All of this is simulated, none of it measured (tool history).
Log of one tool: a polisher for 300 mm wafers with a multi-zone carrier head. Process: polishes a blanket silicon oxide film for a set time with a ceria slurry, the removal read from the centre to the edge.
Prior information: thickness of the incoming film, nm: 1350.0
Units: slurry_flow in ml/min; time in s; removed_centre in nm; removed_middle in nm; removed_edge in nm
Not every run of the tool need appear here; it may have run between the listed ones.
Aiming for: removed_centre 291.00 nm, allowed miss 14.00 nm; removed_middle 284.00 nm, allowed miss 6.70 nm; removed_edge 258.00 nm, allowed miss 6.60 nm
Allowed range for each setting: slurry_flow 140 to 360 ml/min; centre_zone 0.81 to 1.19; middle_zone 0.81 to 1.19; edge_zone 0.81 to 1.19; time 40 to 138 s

| run | day | slurry_flow | centre_zone | middle_zone | edge_zone | time | removed_centre | removed_middle | removed_edge |
|---|---|---|---|---|---|---|---|---|---|
| 1 | 0.000 | 230 | 1.00 | 1.00 | 1.00 | 88 | 408.52 | 397.65 | 395.29 |
| 2 | 0.267 | 230 | 1.00 | 1.00 | 0.96 | 80 | 362.94 | 361.45 | 351.22 |
| 3 | 0.433 | 230 | 1.00 | 1.00 | 1.01 | 80 | 369.98 | 360.86 | 365.45 |
| 4 | 0.633 | 225 | 1.01 | 0.99 | 0.96 | 75 | 345.82 | 338.19 | 332.33 |
| 5 | 0.692 | 225 | 1.01 | 0.96 | 0.96 | 75 | 346.13 | 327.84 | 332.25 |
| 6 | 0.725 | 220 | 1.02 | 0.96 | 0.92 | 72 | 337.07 | 314.53 | 310.03 |
| 7 | 0.896 | 210 | 1.02 | 0.96 | 0.89 | 70 | 328.38 | 303.28 | 298.75 |
| 8 | 1.171 | 215 | 1.02 | 0.97 | 0.87 | 68 | 319.55 | 298.00 | 284.85 |
| 9 | 1.254 | 210 | 1.01 | 0.98 | 0.85 | 67 | 309.30 | 292.07 | 278.62 |
| 10 | 1.533 | 205 | 1.01 | 0.99 | 0.84 | 66 | 307.27 | 293.45 | 272.77 |
| 11 | 1.625 | 200 | 1.01 | 0.99 | 0.83 | 65 | 294.30 | 286.32 | 265.30 |

Consider the 5 candidate settings below. Which is the only one whose results all fall within their allowed miss of target?
| A | 1.717 | 190 | 0.98 | 0.93 | 0.82 | 68 | ? | ? | ? |
| B | 1.717 | 175 | 1.09 | 1.09 | 0.94 | 60 | ? | ? | ? |
| C | 1.717 | 205 | 0.97 | 0.97 | 0.82 | 67 | ? | ? | ? |
| D | 1.717 | 230 | 1.02 | 1.00 | 0.86 | 64 | ? | ? | ? |
| E | 1.717 | 220 | 1.01 | 0.96 | 0.89 | 66 | ? | ? | ? |

| move | removed_centre | removed_middle | removed_edge |
|---|---|---|---|
| A | 300.06 | 281.04 | 276.99 |
| B | 290.87 | 279.21 | 257.06 |
| C | 296.27 | 289.84 | 274.98 |
| D | 302.81 | 288.18 | 271.21 |
| E | 307.17 | 285.69 | 283.03 |
A: the biggest miss grows against the last run
B: every result lands within tolerance
C: the biggest miss grows against the last run
D: the biggest miss grows against the last run
E: the biggest miss grows against the last run
The right move is B.
